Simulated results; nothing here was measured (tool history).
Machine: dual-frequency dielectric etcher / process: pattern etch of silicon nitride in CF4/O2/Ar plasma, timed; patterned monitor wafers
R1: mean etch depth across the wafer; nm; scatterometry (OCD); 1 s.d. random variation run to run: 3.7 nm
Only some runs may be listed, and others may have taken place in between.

{"run": 1, "hour": 0.0, "source power (kW)": 0.73, "bias power (kW)": 0.062, "Ar flow (sccm)": 127, "CF4 flow (sccm)": 99, "etch time (s)": 326, "R1": 831.81}
{"run": 2, "hour": 3.7, "source power (kW)": 0.73, "bias power (kW)": 0.062, "Ar flow (sccm)": 127, "CF4 flow (sccm)": 117, "etch time (s)": 326, "R1": 851.54}
{"run": 3, "hour": 7.2, "source power (kW)": 0.73, "bias power (kW)": 0.072, "Ar flow (sccm)": 127, "CF4 flow (sccm)": 117, "etch time (s)": 326, "R1": 908.23}
{"run": 4, "hour": 11.9, "source power (kW)": 0.73, "bias power (kW)": 0.072, "Ar flow (sccm)": 116, "CF4 flow (sccm)": 117, "etch time (s)": 326, "R1": 913.36}
{"hour": 18.3, "done": "bias power generator calibrated"}
{"run": 5, "hour": 18.3, "source power (kW)": 0.73, "bias power (kW)": 0.072, "Ar flow (sccm)": 134, "CF4 flow (sccm)": 117, "etch time (s)": 326, "R1": 901.69}
{"run": 6, "hour": 23.3, "source power (kW)": 0.7, "bias power (kW)": 0.072, "Ar flow (sccm)": 134, "CF4 flow (sccm)": 117, "etch time (s)": 326, "R1": 873.66}
{"run": 7, "hour": 24.9, "source power (kW)": 0.7, "bias power (kW)": 0.072, "Ar flow (sccm)": 134, "CF4 flow (sccm)": 117, "etch time (s)": 326, "R1": 862.76}
{"run": 8, "hour": 27.8, "source power (kW)": 0.67, "bias power (kW)": 0.072, "Ar flow (sccm)": 134, "CF4 flow (sccm)": 117, "etch time (s)": 326, "R1": 842.87}
{"run": 9, "hour": 33.9, "source power (kW)": 0.67, "bias power (kW)": 0.072, "Ar flow (sccm)": 134, "CF4 flow (sccm)": 117, "etch time (s)": 326, "R1": 838.1}
{"run": 10, "hour": 41.9, "source power (kW)": 0.65, "bias power (kW)": 0.072, "Ar flow (sccm)": 134, "CF4 flow (sccm)": 117, "etch time (s)": 326, "R1": 814.5}
{"run": 11, "hour": 48.0, "source power (kW)": 0.63, "bias power (kW)": 0.072, "Ar flow (sccm)": 134, "CF4 flow (sccm)": 117, "etch time (s)": 326, "R1": 795.6}
{"run": 12, "hour": 54.4, "source power (kW)": 0.61, "bias power (kW)": 0.072, "Ar flow (sccm)": 134, "CF4 flow (sccm)": 117, "etch time (s)": 326, "R1": 777.69}
{"run": 13, "hour": 58.8, "source power (kW)": 0.6, "bias power (kW)": 0.072, "Ar flow (sccm)": 134, "CF4 flow (sccm)": 117, "etch time (s)": 326, "R1": 770.99}

Predict the results of run 14:
{"run": 14, "hour": 60.8, "source power (kW)": 0.59, "bias power (kW)": 0.072, "Ar flow (sccm)": 134, "CF4 flow (sccm)": 117, "etch time (s)": 326, "R1": "?"}

For run 14 the tool returned R1 753.33 nm.

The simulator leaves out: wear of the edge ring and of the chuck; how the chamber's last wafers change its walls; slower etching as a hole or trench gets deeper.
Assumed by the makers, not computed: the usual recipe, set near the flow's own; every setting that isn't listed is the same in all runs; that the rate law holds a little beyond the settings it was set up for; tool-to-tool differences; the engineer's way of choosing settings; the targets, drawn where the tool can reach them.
